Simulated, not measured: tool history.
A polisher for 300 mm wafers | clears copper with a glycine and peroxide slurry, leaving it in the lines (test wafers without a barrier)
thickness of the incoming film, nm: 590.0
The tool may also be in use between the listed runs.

run,hour,flow of slurry (ml/min),pressure of the wafer on the pad (kPa),speed of the pad under the wafer (m/s),overpolish time after the end point (s),time until the end point was called (s),dishing of a wide line in a test structure (nm)
1,0.0,125,19.3,0.90,14,134.22,28.063
2,8.9,125,17.9,0.90,12,143.11,26.392
3,17.2,125,17.2,0.90,10,144.13,22.149
4,18.8,125,17.2,1.12,10,121.37,24.850
5,24.1,125,13.1,1.12,10,145.07,21.742
6,31.4,125,13.1,1.12,14,139.30,26.619
7,38.5,125,12.4,1.12,13,149.77,25.251

Predict the results of run 8:
8,45.5,125,11.7,1.12,7,?,?

{"run 8": {"time until the end point was called (s)": 151.97, "dishing of a wide line in a test structure (nm)": 16.507}}

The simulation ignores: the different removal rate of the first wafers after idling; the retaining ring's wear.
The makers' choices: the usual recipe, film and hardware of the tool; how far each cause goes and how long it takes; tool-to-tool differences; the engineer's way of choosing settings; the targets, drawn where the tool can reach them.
